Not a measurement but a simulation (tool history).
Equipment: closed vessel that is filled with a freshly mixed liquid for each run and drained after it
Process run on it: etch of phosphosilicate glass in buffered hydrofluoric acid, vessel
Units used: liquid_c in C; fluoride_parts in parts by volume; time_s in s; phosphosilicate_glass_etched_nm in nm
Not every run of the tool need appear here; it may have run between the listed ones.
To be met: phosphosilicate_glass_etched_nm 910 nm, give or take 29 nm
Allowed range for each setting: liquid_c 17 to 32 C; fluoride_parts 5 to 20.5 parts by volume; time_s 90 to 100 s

| run | hour | liquid_c | fluoride_parts | time_s | phosphosilicate_glass_etched_nm |
|---|---|---|---|---|---|
| 1 | 0 | 25 | 12.5 | 90 | 523.21 |
| 2 | 1.8 | 25 | 16 | 90 | 408.04 |
| 3 | 7.2 | 25 | 12.5 | 90 | 521.27 |
| 4 | 8 | 25 | 12.5 | 100 | 572.2 |
| 5 | 9.5 | 26.5 | 12.5 | 100 | 625.31 |
| 6 | 12 | 27.5 | 12 | 100 | 681.68 |
| 7 | 16.9 | 28.5 | 11.5 | 100 | 760.03 |
| 8 | 17.9 | 29 | 11.5 | 100 | 789.42 |

Exactly one of the 4 candidate moves below puts every result within its allowed miss. Which one?
| A | 18.9 | 27.5 | 9 | 95 | ? |
| B | 18.9 | 32 | 10.5 | 100 | ? |
| C | 18.9 | 27 | 9.5 | 100 | ? |
| D | 18.9 | 24 | 7 | 95 | ? |

| move | phosphosilicate_glass_etched_nm |
|---|---|
| A | 841.94 |
| B | 1002 |
| C | 834.14 |
| D | 915.18 |
A: moves toward the targets from the last run without getting all of them in spec
B: takes the result that was furthest off past its target
C: moves toward the targets from the last run without getting all of them in spec
D: in spec on every target
Go with D: it meets all targets.
